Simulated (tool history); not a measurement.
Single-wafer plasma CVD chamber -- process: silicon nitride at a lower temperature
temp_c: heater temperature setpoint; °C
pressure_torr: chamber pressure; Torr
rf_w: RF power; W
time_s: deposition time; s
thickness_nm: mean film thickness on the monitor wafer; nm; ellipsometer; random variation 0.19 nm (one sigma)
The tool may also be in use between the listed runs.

| run | hour | temp_c | pressure_torr | rf_w | time_s | thickness_nm |
|---|---|---|---|---|---|---|
| 1 | 0.0 | 330 | 1.80 | 350 | 42.8 | 57.250 |
| 2 | 4.8 | 330 | 1.80 | 350 | 44.1 | 59.001 |
| 3 | 11.8 | 330 | 1.80 | 350 | 44.1 | 59.325 |
| 4 | 14.4 | 325 | 1.80 | 350 | 44.1 | 58.921 |
|  | 21.7 | thermocouple changed; heater temperature recalibrated |
| 5 | 21.7 | 325 | 1.80 | 350 | 44.1 | 58.854 |
| 6 | 24.4 | 325 | 1.80 | 350 | 44.1 | 58.977 |
| 7 | 30.7 | 325 | 1.92 | 365 | 44.1 | 61.902 |

Forecast run 8:
| 8 | 37.6 | 325 | 2.02 | 375 | 44.1 | ? |

thickness_nm: 64.245 nm
